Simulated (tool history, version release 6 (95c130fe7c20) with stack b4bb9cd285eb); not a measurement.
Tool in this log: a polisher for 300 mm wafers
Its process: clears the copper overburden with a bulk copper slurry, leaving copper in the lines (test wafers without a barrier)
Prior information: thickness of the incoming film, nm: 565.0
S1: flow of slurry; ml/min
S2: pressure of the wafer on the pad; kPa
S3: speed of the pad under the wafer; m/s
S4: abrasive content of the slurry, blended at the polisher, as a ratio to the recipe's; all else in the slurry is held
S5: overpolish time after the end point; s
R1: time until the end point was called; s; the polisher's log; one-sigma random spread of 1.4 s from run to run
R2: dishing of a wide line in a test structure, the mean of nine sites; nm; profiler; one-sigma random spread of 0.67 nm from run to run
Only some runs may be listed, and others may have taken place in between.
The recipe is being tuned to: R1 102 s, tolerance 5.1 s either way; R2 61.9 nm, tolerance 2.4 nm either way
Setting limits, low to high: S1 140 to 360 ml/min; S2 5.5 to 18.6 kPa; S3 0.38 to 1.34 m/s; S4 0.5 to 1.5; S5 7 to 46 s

run 1 hour=0 | S1=230 S2=11.7 S3=0.86 S4=1 S5=24 | R1=148.94 R2=49.834
run 2 hour=5.8 | S1=230 S2=11.7 S3=0.86 S4=0.9 S5=24 | R1=147.5 R2=48.468
run 3 hour=9.1 | S1=230 S2=12.4 S3=0.86 S4=0.9 S5=24 | R1=141.02 R2=51.018
run 4 hour=10.5 | S1=230 S2=12.4 S3=0.86 S4=0.8 S5=24 | R1=141.6 R2=50.052
run 5 hour=13.2 | S1=230 S2=12.4 S3=0.86 S4=0.6 S5=24 | R1=159.95 R2=48.664
run 6 hour=19.9 | S1=230 S2=10.3 S3=0.86 S4=0.6 S5=24 | R1=183.13 R2=41.031
run 7 hour=26 | S1=230 S2=11.7 S3=0.88 S4=0.6 S5=23 | R1=161.03 R2=45.386
run 8 hour=32.2 | S1=230 S2=12.4 S3=0.88 S4=0.6 S5=22 | R1=156.84 R2=44.89
run 9 hour=41.1 | S1=235 S2=15.9 S3=0.92 S4=0.6 S5=22 | R1=115.27 R2=57.946
run 10 hour=49 | S1=235 S2=16.5 S3=0.92 S4=0.6 S5=21 | R1=108.98 R2=57.876

Exactly one of the 5 candidate moves below puts every result within its allowed miss. Which one?
run A hour=56.9 | S1=160 S2=15.2 S3=0.9 S4=0.8 S5=28 | R1=? R2=?
run B hour=56.9 | S1=230 S2=16.5 S3=0.92 S4=0.8 S5=22 | R1=? R2=?
run C hour=56.9 | S1=265 S2=17.9 S3=1 S4=0.6 S5=19 | R1=? R2=?
run D hour=56.9 | S1=205 S2=18.6 S3=0.92 S4=0.55 S5=25 | R1=? R2=?
run E hour=56.9 | S1=265 S2=17.2 S3=0.96 S4=0.55 S5=25 | R1=? R2=?

move=A R1=116.67 R2=64.901
move=B R1=100.38 R2=62.593
move=C R1=91.029 R2=61.562
move=D R1=100.07 R2=68.99
move=E R1=100.78 R2=67.754
A: pushes the last run's worst result past its target
B: all results in spec
C: the furthest-off result lands on target, but another misses its tolerance
D: pushes the last run's worst result past its target
E: pushes the last run's worst result past its target
B meets every target.

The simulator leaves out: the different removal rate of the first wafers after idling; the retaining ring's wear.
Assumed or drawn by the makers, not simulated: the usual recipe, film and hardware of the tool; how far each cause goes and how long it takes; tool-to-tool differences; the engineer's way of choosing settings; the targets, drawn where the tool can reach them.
